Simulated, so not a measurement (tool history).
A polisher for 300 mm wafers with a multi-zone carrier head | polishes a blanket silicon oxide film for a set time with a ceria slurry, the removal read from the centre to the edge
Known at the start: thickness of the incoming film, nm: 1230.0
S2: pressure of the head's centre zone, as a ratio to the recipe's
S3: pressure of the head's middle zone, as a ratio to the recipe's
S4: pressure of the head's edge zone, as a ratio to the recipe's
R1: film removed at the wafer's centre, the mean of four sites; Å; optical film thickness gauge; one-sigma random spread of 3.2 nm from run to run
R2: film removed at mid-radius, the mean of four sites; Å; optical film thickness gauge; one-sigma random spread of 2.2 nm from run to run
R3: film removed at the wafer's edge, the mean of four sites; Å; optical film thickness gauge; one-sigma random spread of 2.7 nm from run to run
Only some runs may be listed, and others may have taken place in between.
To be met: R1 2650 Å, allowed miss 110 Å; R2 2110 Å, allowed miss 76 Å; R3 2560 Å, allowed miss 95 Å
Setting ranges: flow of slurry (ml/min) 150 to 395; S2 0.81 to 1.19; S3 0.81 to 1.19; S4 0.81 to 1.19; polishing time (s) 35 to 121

Run 1, hour 0: flow of slurry (ml/min) 250, S2 1, S3 1, S4 1, polishing time (s) 78. Result: R1 2728.6 Å, R2 2851.2 Å, R3 2925.7 Å.
Run 2, hour 7.5: flow of slurry (ml/min) 240, S2 1.03, S3 0.95, S4 0.99, polishing time (s) 76. Result: R1 2769.9 Å, R2 2584.8 Å, R3 2788.1 Å.
Run 3, hour 8.1: flow of slurry (ml/min) 305, S2 1.03, S3 0.95, S4 0.99, polishing time (s) 76. Result: R1 2836.4 Å, R2 2620.6 Å, R3 2857.5 Å.
Run 4, hour 13.1: flow of slurry (ml/min) 305, S2 1.03, S3 0.95, S4 1.02, polishing time (s) 76. Result: R1 2866 Å, R2 2677.3 Å, R3 2894 Å.
Run 5, hour 20.8: flow of slurry (ml/min) 300, S2 1.03, S3 0.91, S4 0.99, polishing time (s) 75. Result: R1 2804.5 Å, R2 2515.6 Å, R3 2830.1 Å.
Run 6, hour 27.1: flow of slurry (ml/min) 300, S2 1.03, S3 0.91, S4 0.99, polishing time (s) 86. Result: R1 3261.4 Å, R2 2958 Å, R3 3245 Å.
Run 7, hour 31.9: flow of slurry (ml/min) 295, S2 1.03, S3 0.88, S4 0.98, polishing time (s) 81. Result: R1 3036 Å, R2 2675.8 Å, R3 3111.3 Å.
Run 8, hour 37.7: flow of slurry (ml/min) 295, S2 1.04, S3 0.87, S4 0.96, polishing time (s) 77. Result: R1 2852.7 Å, R2 2550.1 Å, R3 2851.6 Å.
Run 9, hour 43.5: flow of slurry (ml/min) 295, S2 1.05, S3 0.85, S4 0.97, polishing time (s) 74. Result: R1 2850.5 Å, R2 2375.9 Å, R3 2753.5 Å.
Run 10, hour 49.1: flow of slurry (ml/min) 290, S2 1.05, S3 0.84, S4 0.97, polishing time (s) 72. Result: R1 2721.1 Å, R2 2267.1 Å, R3 2707.4 Å.
Run 11, hour 51.4: flow of slurry (ml/min) 285, S2 1.06, S3 0.83, S4 0.96, polishing time (s) 71. Result: R1 2700.2 Å, R2 2187.5 Å, R3 2633.2 Å.

4 next moves are on the table. One of them brings every result within its allowed miss. Which?
Run A, hour 53.7: flow of slurry (ml/min) 200, S2 1.12, S3 0.84, S4 0.99, polishing time (s) 69. Result: R1 ?, R2 ?, R3 ?.
Run B, hour 53.7: flow of slurry (ml/min) 260, S2 0.9, S3 0.88, S4 0.87, polishing time (s) 72. Result: R1 ?, R2 ?, R3 ?.
Run C, hour 53.7: flow of slurry (ml/min) 260, S2 0.98, S3 0.84, S4 1, polishing time (s) 68. Result: R1 ?, R2 ?, R3 ?.
Run D, hour 53.7: flow of slurry (ml/min) 320, S2 1.04, S3 0.98, S4 0.81, polishing time (s) 65. Result: R1 ?, R2 ?, R3 ?.

move      R1      R2      R3
   A  2616.1  2095.4  2522.1
   B  2368.6  2359.3    2561
   C  2399.5  2143.4  2566.1
   D  2472.9  2381.3  2283.1
A: each result inside its tolerance
B: further off than the last run
C: meets the target for the result that was furthest off, but another lies outside its allowed miss
D: further off than the last run
Move A is the one to make.
